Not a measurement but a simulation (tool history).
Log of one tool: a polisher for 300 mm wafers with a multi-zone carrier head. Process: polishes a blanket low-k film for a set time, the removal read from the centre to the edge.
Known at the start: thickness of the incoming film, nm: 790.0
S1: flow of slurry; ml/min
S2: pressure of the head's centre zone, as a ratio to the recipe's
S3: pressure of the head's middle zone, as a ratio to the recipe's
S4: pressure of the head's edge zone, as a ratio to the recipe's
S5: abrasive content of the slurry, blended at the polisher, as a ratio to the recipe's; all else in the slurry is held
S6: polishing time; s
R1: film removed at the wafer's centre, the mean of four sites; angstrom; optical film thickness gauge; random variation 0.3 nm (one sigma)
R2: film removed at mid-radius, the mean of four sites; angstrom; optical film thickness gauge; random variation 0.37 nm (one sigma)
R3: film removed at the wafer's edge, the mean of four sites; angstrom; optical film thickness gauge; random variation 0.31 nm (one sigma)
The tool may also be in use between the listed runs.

| run | hour | S1 | S2 | S3 | S4 | S5 | S6 | R1 | R2 | R3 |
|---|---|---|---|---|---|---|---|---|---|---|
| 1 | 0 | 160 | 1 | 1 | 1 | 1 | 85 | 251.97 | 237.84 | 255.68 |
| 2 | 4.6 | 170 | 1.02 | 1.01 | 1.05 | 1.15 | 87 | 284.93 | 272.5 | 292.97 |
| 3 | 12.8 | 195 | 1.02 | 1.01 | 1.05 | 1.15 | 87 | 291.9 | 277.82 | 293.23 |
| 4 | 13.6 | 195 | 1.02 | 1.01 | 1.05 | 1.15 | 73 | 241.05 | 234.74 | 244.76 |
| 5 | 18.7 | 195 | 0.95 | 1.01 | 1.05 | 1.15 | 73 | 224.39 | 230.92 | 245.08 |
| 6 | 26.7 | 195 | 0.95 | 1.01 | 0.97 | 1.15 | 73 | 224.29 | 228.66 | 239.52 |
| 7 | 28 | 195 | 0.95 | 1.01 | 0.97 | 1.15 | 73 | 225.71 | 231.17 | 241.95 |
| 8 | 33 | 185 | 0.97 | 0.99 | 0.98 | 1.25 | 80 | 261.19 | 256.09 | 267.99 |
| 9 | 34.3 | 180 | 0.98 | 0.97 | 1.03 | 1.35 | 86 | 291.31 | 281.69 | 308.07 |
| 10 | 36.6 | 180 | 1 | 0.97 | 1.06 | 1.4 | 89 | 314.53 | 289.65 | 329.06 |
| 11 | 43.2 | 180 | 1 | 0.97 | 1.06 | 1.4 | 89 | 310.21 | 290.47 | 323.72 |
| 12 | 47.7 | 180 | 1.01 | 0.98 | 1.09 | 1.45 | 91 | 329.81 | 310.27 | 343.67 |

Run 13 comes next. What will it give?
| 13 | 53.7 | 225 | 1.05 | 0.98 | 1.19 | 1.5 | 91 | ? | ? | ? |

Run 13 gave R1 358.58 angstrom, R2 321.33 angstrom, R3 368.07 angstrom.

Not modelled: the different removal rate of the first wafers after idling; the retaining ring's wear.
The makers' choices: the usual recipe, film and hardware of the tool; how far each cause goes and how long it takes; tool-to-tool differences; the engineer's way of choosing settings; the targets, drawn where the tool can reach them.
